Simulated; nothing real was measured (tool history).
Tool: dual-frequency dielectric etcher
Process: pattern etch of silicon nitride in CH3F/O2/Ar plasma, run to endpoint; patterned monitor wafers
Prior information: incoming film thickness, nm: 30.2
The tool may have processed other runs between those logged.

run 1 hour=0 | source_power_(W)=430 bias_power_(W)=93 | endpoint_time_(s)=40.076
run 2 hour=6.2 | source_power_(W)=410 bias_power_(W)=91 | endpoint_time_(s)=40.376
run 3 hour=7.6 | source_power_(W)=410 bias_power_(W)=103 | endpoint_time_(s)=37.817
run 4 hour=11.8 | source_power_(W)=480 bias_power_(W)=103 | endpoint_time_(s)=35.5
run 5 hour=16.6 | source_power_(W)=480 bias_power_(W)=88 | endpoint_time_(s)=38.921
run 6 hour=18.1 | source_power_(W)=450 bias_power_(W)=86 | endpoint_time_(s)=40.444

Run 7, settings as shown, results not yet in. Your forecast:
run 7 hour=21.3 | source_power_(W)=430 bias_power_(W)=84 | endpoint_time_(s)=?

Run 7 came out at endpoint time (s) 41.127.

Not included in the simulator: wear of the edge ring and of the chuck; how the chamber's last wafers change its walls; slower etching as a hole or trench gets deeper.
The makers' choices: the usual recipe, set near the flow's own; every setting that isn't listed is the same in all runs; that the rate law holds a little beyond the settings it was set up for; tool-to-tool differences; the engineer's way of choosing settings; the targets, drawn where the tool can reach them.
